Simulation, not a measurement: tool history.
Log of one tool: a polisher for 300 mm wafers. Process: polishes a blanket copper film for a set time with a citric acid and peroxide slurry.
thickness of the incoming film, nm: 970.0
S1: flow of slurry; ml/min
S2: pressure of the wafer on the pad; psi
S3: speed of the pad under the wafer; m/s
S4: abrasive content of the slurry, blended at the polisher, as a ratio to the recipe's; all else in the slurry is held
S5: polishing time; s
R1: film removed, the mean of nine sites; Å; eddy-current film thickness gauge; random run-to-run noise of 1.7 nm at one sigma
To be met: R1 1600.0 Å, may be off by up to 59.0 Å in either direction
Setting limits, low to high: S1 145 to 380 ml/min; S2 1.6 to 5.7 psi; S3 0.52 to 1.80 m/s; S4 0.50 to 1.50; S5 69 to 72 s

| run | day | S1 | S2 | S3 | S4 | S5 | R1 |
|---|---|---|---|---|---|---|---|
| 1 | 0.000 | 245 | 3.6 | 1.16 | 1.00 | 69 | 2443.4 |
| 2 | 0.179 | 245 | 3.1 | 1.16 | 1.00 | 69 | 2130.9 |
| 3 | 0.342 | 245 | 3.1 | 1.38 | 1.00 | 69 | 2482.4 |
| 4 | 0.417 | 245 | 3.1 | 1.58 | 1.00 | 69 | 2896.7 |
| 5 | 0.708 | 245 | 3.1 | 1.58 | 1.20 | 69 | 2895.5 |
| 6 | 0.804 | 240 | 2.6 | 1.50 | 1.20 | 69 | 2336.8 |
| 7 | 0.958 | 235 | 2.3 | 1.46 | 1.20 | 69 | 2003.1 |
| 8 | 1.050 | 230 | 2.1 | 1.46 | 1.20 | 69 | 1839.2 |
| 9 | 1.204 | 220 | 2.0 | 1.46 | 1.20 | 69 | 1742.8 |
| 10 | 1.312 | 205 | 2.0 | 1.46 | 1.20 | 69 | 1732.1 |
| 11 | 1.458 | 195 | 2.0 | 1.46 | 1.20 | 69 | 1752.8 |
| 12 | 1.646 | 195 | 1.9 | 1.46 | 1.20 | 69 | 1660.5 |

Of the 5 settings listed for the next run, only one would bring every result within its allowed miss of target. Which one?
| A | 1.833 | 235 | 2.0 | 1.32 | 1.35 | 72 | ? |
| B | 1.833 | 215 | 1.9 | 1.48 | 1.15 | 72 | ? |
| C | 1.833 | 230 | 1.9 | 1.40 | 1.20 | 69 | ? |
| D | 1.833 | 275 | 2.4 | 1.12 | 1.30 | 72 | ? |
| E | 1.833 | 205 | 2.0 | 1.44 | 1.10 | 69 | ? |

| move | R1 |
|---|---|
| A | 1738.9 |
| B | 1784.5 |
| C | 1641.6 |
| D | 1774.8 |
| E | 1729.0 |
A: misses by more than the last run did
B: misses by more than the last run did
C: each result inside its tolerance
D: misses by more than the last run did
E: misses by more than the last run did
So the answer is move C, the one that meets all the targets.
